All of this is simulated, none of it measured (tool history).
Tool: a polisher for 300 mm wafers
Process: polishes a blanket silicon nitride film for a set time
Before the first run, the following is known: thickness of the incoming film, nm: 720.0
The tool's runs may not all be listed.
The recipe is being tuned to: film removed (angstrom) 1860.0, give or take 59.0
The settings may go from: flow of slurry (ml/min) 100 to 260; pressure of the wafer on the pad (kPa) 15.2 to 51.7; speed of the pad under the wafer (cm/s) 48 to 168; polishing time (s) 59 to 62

run  hour  flow of slurry (ml/min)  pressure of the wafer on the pad (kPa)  speed of the pad under the wafer (cm/s)  polishing time (s)  film removed (angstrom)
  1   0.0                      165                                    33.1                                      108                  59                   1455.9
  2   7.9                      165                                    33.1                                      108                  59                   1493.7
  3  12.9                      165                                    33.1                                      108                  59                   1471.4
  4  16.6                      145                                    33.1                                      108                  59                   1443.9
  5  19.0                      145                                    33.1                                      122                  59                   1629.7
  6  26.3                      150                                    33.8                                      122                  59                   1665.3
  7  32.4                      155                                    34.5                                      122                  59                   1677.8
  8  40.5                      155                                    34.5                                      122                  59                   1710.0
  9  44.1                      160                                    35.2                                      122                  59                   1710.4
 10  47.0                      160                                    35.9                                      122                  59                   1741.1
 11  52.6                      160                                    36.5                                      122                  59                   1779.4

4 candidate next runs follow, results not yet known. Just one meets every target within its allowed miss. Identify it.
  A  58.2                      150                                    35.9                                      118                  59                        ?
  B  58.2                      110                                    39.3                                      122                  59                        ?
  C  58.2                      165                                    34.5                                      122                  59                        ?
  D  58.2                      205                                    37.2                                      114                  62                        ?

move  film removed (angstrom)
   A                   1713.9
   B                   1791.2
   C                   1724.2
   D                   1912.3
A: moves away from the targets compared with the last run
B: nearer than the last run, and not there yet
C: moves away from the targets compared with the last run
D: all results land within tolerance of their targets
The right move is D.
